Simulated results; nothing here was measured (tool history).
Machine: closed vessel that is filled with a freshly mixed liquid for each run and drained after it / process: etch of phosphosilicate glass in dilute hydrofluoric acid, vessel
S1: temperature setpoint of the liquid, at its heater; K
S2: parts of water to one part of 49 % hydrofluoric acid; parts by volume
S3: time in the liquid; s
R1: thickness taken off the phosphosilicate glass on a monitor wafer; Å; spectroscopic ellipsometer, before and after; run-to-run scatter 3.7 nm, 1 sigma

run 1 hour=0.0 | S1=299.15 S2=75 S3=100 | R1=1626.1
run 2 hour=4.3 | S1=300.15 S2=70 S3=100 | R1=1861.9
run 3 hour=8.4 | S1=300.65 S2=65 S3=100 | R1=2039.9
run 4 hour=14.3 | S1=301.15 S2=60 S3=100 | R1=2238.1
run 5 hour=18.2 | S1=301.15 S2=60 S3=105 | R1=2318.0
run 6 hour=19.6 | S1=301.15 S2=60 S3=100 | R1=2264.0
run 7 hour=26.5 | S1=301.65 S2=60 S3=100 | R1=2292.5
run 8 hour=30.5 | S1=302.15 S2=55 S3=100 | R1=2598.7
run 9 hour=35.4 | S1=302.65 S2=55 S3=100 | R1=2620.7
run 10 hour=42.6 | S1=303.15 S2=55 S3=100 | R1=2654.7
run 11 hour=51.4 | S1=303.65 S2=55 S3=100 | R1=2705.0
run 12 hour=51.9 | S1=304.15 S2=55 S3=100 | R1=2779.2
run 13 hour=58.1 | S1=304.65 S2=55 S3=100 | R1=2883.0
run 14 hour=63.4 | S1=305.15 S2=55 S3=100 | R1=2886.4
run 15 hour=71.5 | S1=306.15 S2=45 S3=100 | R1=3653.4
run 16 hour=79.0 | S1=306.65 S2=45 S3=100 | R1=3749.4

Forecast run 17:
run 17 hour=80.0 | S1=306.65 S2=45 S3=100 | R1=?

R1: 3800.2 Å
